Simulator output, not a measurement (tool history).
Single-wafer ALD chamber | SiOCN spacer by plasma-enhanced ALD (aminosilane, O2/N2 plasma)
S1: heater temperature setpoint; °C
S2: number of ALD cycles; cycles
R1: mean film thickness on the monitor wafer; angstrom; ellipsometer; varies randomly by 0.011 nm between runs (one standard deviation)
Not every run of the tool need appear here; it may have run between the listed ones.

run 1 hour=0.0 | S1=415 S2=43 | R1=25.669
run 2 hour=2.2 | S1=411 S2=45 | R1=27.195
run 3 hour=7.2 | S1=404 S2=45 | R1=27.994
run 4 hour=10.5 | S1=412 S2=45 | R1=27.203
run 5 hour=13.7 | S1=408 S2=46 | R1=28.058
run 6 hour=14.2 | S1=408 S2=41 | R1=25.086
run 7 hour=20.5 | S1=405 S2=43 | R1=26.610

Estimate the outcome of run 8 from the log above:
run 8 hour=26.4 | S1=402 S2=45 | R1=?

{"run 8": {"R1": 28.174}}

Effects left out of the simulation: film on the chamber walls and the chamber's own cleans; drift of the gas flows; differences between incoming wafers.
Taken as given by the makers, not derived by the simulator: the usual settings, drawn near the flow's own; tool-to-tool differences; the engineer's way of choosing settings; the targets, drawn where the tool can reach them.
